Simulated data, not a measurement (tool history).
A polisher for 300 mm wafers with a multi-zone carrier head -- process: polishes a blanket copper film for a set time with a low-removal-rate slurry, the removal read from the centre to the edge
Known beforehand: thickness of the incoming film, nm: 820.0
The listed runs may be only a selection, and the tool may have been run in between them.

run	hour	flow of slurry (ml/min)	pressure of the head's centre zone	pressure of the head's middle zone	pressure of the head's edge zone	abrasive content of the slurry	polishing time (s)	film removed at the wafer's centre (nm)	film removed at mid-radius (nm)	film removed at the wafer's edge (nm)
1	0.0	315	1.00	1.00	1.00	1.00	70	176.56	179.99	179.710
2	2.2	315	1.00	1.05	1.00	1.00	70	175.87	185.40	179.800
3	9.6	315	1.00	0.99	1.00	1.00	70	177.62	171.98	181.560
4	13.1	320	1.02	1.00	0.95	0.85	62	154.10	150.28	150.930
5	18.2	320	1.02	1.00	0.95	0.70	62	143.29	142.07	140.900
6	23.6	320	1.02	1.00	0.95	0.55	62	131.80	130.06	130.800
7	24.9	315	1.04	1.00	0.91	0.55	59	131.39	124.01	122.140
8	25.6	300	1.04	1.00	0.88	0.55	58	127.89	122.03	118.630
9	28.5	300	1.08	1.00	0.81	0.50	52	116.16	104.12	99.952

Predict the results of run 10:
10	30.5	310	1.08	1.01	0.83	0.50	52	?	?	?

Run 10 came out at film removed at the wafer's centre (nm) 113.59, film removed at mid-radius (nm) 106.34, film removed at the wafer's edge (nm) 101.090.
